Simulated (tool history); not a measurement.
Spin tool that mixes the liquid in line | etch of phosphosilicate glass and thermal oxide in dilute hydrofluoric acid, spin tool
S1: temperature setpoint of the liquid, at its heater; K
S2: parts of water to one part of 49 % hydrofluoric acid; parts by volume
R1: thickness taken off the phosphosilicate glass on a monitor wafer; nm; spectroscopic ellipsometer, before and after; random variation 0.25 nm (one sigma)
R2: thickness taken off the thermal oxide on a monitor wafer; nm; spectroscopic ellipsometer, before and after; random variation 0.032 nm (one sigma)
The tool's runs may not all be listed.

Run 1, hour 0.0: S1 293.15 K, S2 105 parts by volume, time under the liquid (s) 30. Result: R1 20.613 nm, R2 1.0688 nm.
Run 2, hour 7.0: S1 294.65 K, S2 100 parts by volume, time under the liquid (s) 30. Result: R1 22.919 nm, R2 1.1475 nm.
Run 3, hour 15.5: S1 297.15 K, S2 100 parts by volume, time under the liquid (s) 30. Result: R1 25.689 nm, R2 1.3145 nm.
Run 4, hour 19.5: S1 293.65 K, S2 100 parts by volume, time under the liquid (s) 30. Result: R1 22.214 nm, R2 1.0913 nm.
Run 5, hour 26.3: S1 291.65 K, S2 100 parts by volume, time under the liquid (s) 30. Result: R1 20.233 nm, R2 1.0550 nm.
Run 6, hour 33.1: S1 291.65 K, S2 100 parts by volume, time under the liquid (s) 35. Result: R1 23.597 nm, R2 1.2268 nm.
Run 7, hour 40.6: S1 293.15 K, S2 100 parts by volume, time under the liquid (s) 35. Result: R1 25.518 nm, R2 1.2925 nm.
Run 8, hour 48.1: S1 294.15 K, S2 100 parts by volume, time under the liquid (s) 35. Result: R1 26.673 nm, R2 1.3174 nm.
Run 9, hour 56.6: S1 295.15 K, S2 100 parts by volume, time under the liquid (s) 35. Result: R1 27.437 nm, R2 1.3672 nm.
Run 10, hour 59.5: S1 296.15 K, S2 100 parts by volume, time under the liquid (s) 35. Result: R1 28.402 nm, R2 1.4736 nm.
Run 11, hour 62.9: S1 296.65 K, S2 85 parts by volume, time under the liquid (s) 35. Result: R1 34.843 nm, R2 1.7393 nm.

The next listed run, before its measurement:
Run 12, hour 68.4: S1 296.15 K, S2 85 parts by volume, time under the liquid (s) 35. Result: R1 ?, R2 ?.

{"run 12": {"R1": 34.338, "R2": 1.7393}}
